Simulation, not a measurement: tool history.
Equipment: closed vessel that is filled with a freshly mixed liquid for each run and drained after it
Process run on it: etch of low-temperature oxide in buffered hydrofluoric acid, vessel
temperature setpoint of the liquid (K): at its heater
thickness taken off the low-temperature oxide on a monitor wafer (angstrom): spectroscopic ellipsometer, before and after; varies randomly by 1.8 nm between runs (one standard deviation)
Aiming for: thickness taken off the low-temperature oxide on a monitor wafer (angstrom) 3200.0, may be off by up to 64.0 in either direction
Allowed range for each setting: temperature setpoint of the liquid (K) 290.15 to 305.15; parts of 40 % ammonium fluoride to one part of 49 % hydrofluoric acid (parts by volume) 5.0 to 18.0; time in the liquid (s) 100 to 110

| run | hour | temperature setpoint of the liquid (K) | parts of 40 % ammonium fluoride to one part of 49 % hydrofluoric acid (parts by volume) | time in the liquid (s) | thickness taken off the low-temperature oxide on a monitor wafer (angstrom) |
|---|---|---|---|---|---|
| 1 | 0.0 | 297.15 | 11.0 | 100 | 4448.7 |
| 2 | 6.9 | 297.15 | 12.5 | 100 | 3958.5 |
| 3 | 8.4 | 297.15 | 12.5 | 110 | 4325.5 |
| 4 | 9.7 | 297.15 | 12.5 | 110 | 4342.9 |
| 5 | 18.2 | 297.15 | 12.5 | 100 | 3950.6 |
| 6 | 22.3 | 296.15 | 12.5 | 100 | 3745.8 |
| 7 | 25.9 | 295.65 | 12.5 | 100 | 3609.4 |
| 8 | 27.3 | 295.15 | 12.5 | 100 | 3503.3 |
| 9 | 34.1 | 294.65 | 12.5 | 100 | 3429.8 |
| 10 | 38.5 | 294.65 | 12.5 | 100 | 3424.8 |
| 11 | 40.6 | 294.15 | 12.5 | 100 | 3372.7 |

5 next moves are on the table. One of them brings every result within its allowed miss. Which?
| A | 42.7 | 294.15 | 12.5 | 105 | ? |
| B | 42.7 | 294.65 | 12.0 | 105 | ? |
| C | 42.7 | 293.65 | 12.5 | 105 | ? |
| D | 42.7 | 295.65 | 13.0 | 105 | ? |
| E | 42.7 | 291.65 | 12.5 | 110 | ? |

| move | thickness taken off the low-temperature oxide on a monitor wafer (angstrom) |
|---|---|
| A | 3530.3 |
| B | 3777.7 |
| C | 3433.3 |
| D | 3691.6 |
| E | 3214.3 |
A: lands further from the targets than the last run did
B: lands further from the targets than the last run did
C: lands further from the targets than the last run did
D: lands further from the targets than the last run did
E: each result inside its tolerance
Go with E: it meets all targets.

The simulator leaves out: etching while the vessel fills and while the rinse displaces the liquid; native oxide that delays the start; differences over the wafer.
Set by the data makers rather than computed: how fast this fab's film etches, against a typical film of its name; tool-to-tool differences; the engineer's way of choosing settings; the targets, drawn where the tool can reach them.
